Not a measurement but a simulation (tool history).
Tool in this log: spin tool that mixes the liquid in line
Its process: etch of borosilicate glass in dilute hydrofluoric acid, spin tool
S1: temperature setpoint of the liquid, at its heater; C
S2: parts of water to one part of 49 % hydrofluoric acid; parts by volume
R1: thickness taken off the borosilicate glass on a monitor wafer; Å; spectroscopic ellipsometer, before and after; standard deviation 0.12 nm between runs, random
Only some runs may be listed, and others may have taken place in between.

Run 1, day 0.000: S1 24.0 C, S2 65 parts by volume, time under the liquid (s) 15. Result: R1 75.913 Å.
Run 2, day 0.354: S1 25.5 C, S2 60 parts by volume, time under the liquid (s) 15. Result: R1 88.051 Å.
Run 3, day 0.567: S1 23.0 C, S2 60 parts by volume, time under the liquid (s) 15. Result: R1 79.461 Å.
Run 4, day 0.821: S1 25.0 C, S2 55 parts by volume, time under the liquid (s) 15. Result: R1 96.517 Å.
Run 5, day 0.946: S1 25.0 C, S2 45 parts by volume, time under the liquid (s) 15. Result: R1 118.000 Å.
Run 6, day 0.996: S1 25.0 C, S2 25 parts by volume, time under the liquid (s) 15. Result: R1 214.900 Å.

The next listed run, before its measurement:
Run 7, day 1.188: S1 23.5 C, S2 25 parts by volume, time under the liquid (s) 15. Result: R1 ?.

Run 7 came out at R1 203.500 Å.

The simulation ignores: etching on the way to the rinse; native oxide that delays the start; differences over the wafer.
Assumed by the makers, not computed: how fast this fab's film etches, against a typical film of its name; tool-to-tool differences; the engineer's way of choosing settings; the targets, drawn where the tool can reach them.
